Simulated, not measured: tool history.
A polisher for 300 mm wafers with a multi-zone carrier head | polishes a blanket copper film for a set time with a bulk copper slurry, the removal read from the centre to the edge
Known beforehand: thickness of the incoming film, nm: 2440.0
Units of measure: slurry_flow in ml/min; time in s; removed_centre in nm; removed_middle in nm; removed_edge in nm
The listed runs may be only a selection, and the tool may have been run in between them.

Run 1, day 0: slurry_flow 245 ml/min, centre_zone 1, middle_zone 1, edge_zone 1, slurry_solids 1, time 33 s. Result: removed_centre 399.53 nm, removed_middle 394.78 nm, removed_edge 405.69 nm.
Run 2, day 0.046: slurry_flow 245 ml/min, centre_zone 1, middle_zone 1, edge_zone 1, slurry_solids 1, time 27 s. Result: removed_centre 334.49 nm, removed_middle 320.84 nm, removed_edge 326.68 nm.
Run 3, day 0.388: slurry_flow 245 ml/min, centre_zone 0.95, middle_zone 1, edge_zone 1, slurry_solids 1, time 27 s. Result: removed_centre 302.88 nm, removed_middle 316.28 nm, removed_edge 338.26 nm.
Run 4, day 0.533: slurry_flow 250 ml/min, centre_zone 0.96, middle_zone 1.02, edge_zone 1.01, slurry_solids 1.1, time 29 s. Result: removed_centre 344.49 nm, removed_middle 348.6 nm, removed_edge 360.48 nm.
Run 5, day 0.662: slurry_flow 250 ml/min, centre_zone 0.96, middle_zone 0.96, edge_zone 1.01, slurry_solids 1.1, time 29 s. Result: removed_centre 349.57 nm, removed_middle 347.89 nm, removed_edge 364.05 nm.
Run 6, day 0.733: slurry_flow 255 ml/min, centre_zone 0.95, middle_zone 0.98, edge_zone 1, slurry_solids 1.15, time 31 s. Result: removed_centre 376.34 nm, removed_middle 373.83 nm, removed_edge 394.67 nm.
Run 7, day 1.088: slurry_flow 255 ml/min, centre_zone 0.95, middle_zone 1.02, edge_zone 0.99, slurry_solids 1.2, time 33 s. Result: removed_centre 381.51 nm, removed_middle 401.18 nm, removed_edge 417.72 nm.
Run 8, day 1.142: slurry_flow 260 ml/min, centre_zone 0.97, middle_zone 1.05, edge_zone 0.99, slurry_solids 1.25, time 34 s. Result: removed_centre 426.36 nm, removed_middle 434.46 nm, removed_edge 432.48 nm.
Run 9, day 1.208: slurry_flow 265 ml/min, centre_zone 0.97, middle_zone 1.07, edge_zone 1, slurry_solids 1.3, time 35 s. Result: removed_centre 431.53 nm, removed_middle 459.14 nm, removed_edge 465.27 nm.
Run 10, day 1.375: slurry_flow 285 ml/min, centre_zone 1.07, middle_zone 1.17, edge_zone 0.96, slurry_solids 1.5, time 37 s. Result: removed_centre 522.45 nm, removed_middle 536.49 nm, removed_edge 475.05 nm.
Run 11, day 1.517: slurry_flow 285 ml/min, centre_zone 1.06, middle_zone 1.16, edge_zone 0.97, slurry_solids 1.5, time 37 s. Result: removed_centre 508.77 nm, removed_middle 522.48 nm, removed_edge 496.75 nm.
Run 12, day 1.867: slurry_flow 290 ml/min, centre_zone 1.05, middle_zone 1.17, edge_zone 0.98, slurry_solids 1.5, time 37 s. Result: removed_centre 510.98 nm, removed_middle 539.43 nm, removed_edge 482.79 nm.

The next listed run, before its measurement:
Run 13, day 2.162: slurry_flow 285 ml/min, centre_zone 1.04, middle_zone 1.16, edge_zone 0.99, slurry_solids 1.5, time 37 s. Result: removed_centre ?, removed_middle ?, removed_edge ?.

Run 13 yielded removed_centre 508.68 nm, removed_middle 527.61 nm, removed_edge 488.24 nm.
